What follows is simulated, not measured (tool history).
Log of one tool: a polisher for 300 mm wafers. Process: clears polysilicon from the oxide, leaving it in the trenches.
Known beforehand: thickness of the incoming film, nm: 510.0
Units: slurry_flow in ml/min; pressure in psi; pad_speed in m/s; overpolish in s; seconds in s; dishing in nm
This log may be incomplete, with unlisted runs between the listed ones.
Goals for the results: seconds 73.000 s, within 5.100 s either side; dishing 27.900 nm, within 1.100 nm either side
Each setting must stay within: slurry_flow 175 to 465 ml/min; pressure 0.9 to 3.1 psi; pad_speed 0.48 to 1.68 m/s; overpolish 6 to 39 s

run,day,slurry_flow,pressure,pad_speed,overpolish,seconds,dishing
1,0.000,295,2.0,1.08,20,41.671,28.630
2,0.188,295,1.9,1.06,19,46.218,28.068
3,0.346,295,1.8,1.04,21,50.175,28.178
4,0.529,295,1.7,1.04,22,53.525,28.815
5,0.700,365,1.7,1.04,22,51.283,28.345
6,0.829,365,1.7,1.04,18,50.994,28.635
7,1.183,365,1.7,1.04,18,51.119,28.536
8,1.542,365,1.7,1.04,18,51.236,28.692
9,1.825,355,1.7,1.02,20,53.466,28.261
10,2.038,355,1.7,1.00,20,53.049,28.387
11,2.254,355,1.7,0.98,20,54.370,28.272
12,2.604,355,1.7,0.96,20,55.786,28.787
13,2.771,335,1.1,1.06,10,74.458,24.476
14,3.104,335,1.1,1.06,10,78.636,24.780

Of the 4 settings listed for the next run, only one would bring every result within its allowed miss of target. Which one?
A,3.438,345,0.9,1.36,11,?,?
B,3.438,395,1.3,0.96,19,?,?
C,3.438,305,2.2,0.68,15,?,?
D,3.438,300,1.4,1.08,15,?,?

move,seconds,dishing
A,74.090,25.942
B,72.718,28.314
C,62.121,28.135
D,61.668,28.153
A: an improvement on the last run, though not all results are within tolerance
B: hits every target within its allowed miss
C: gets the furthest-off result to its target, but another result is out of tolerance
D: gets the furthest-off result to its target, but another result is out of tolerance
Answer: B
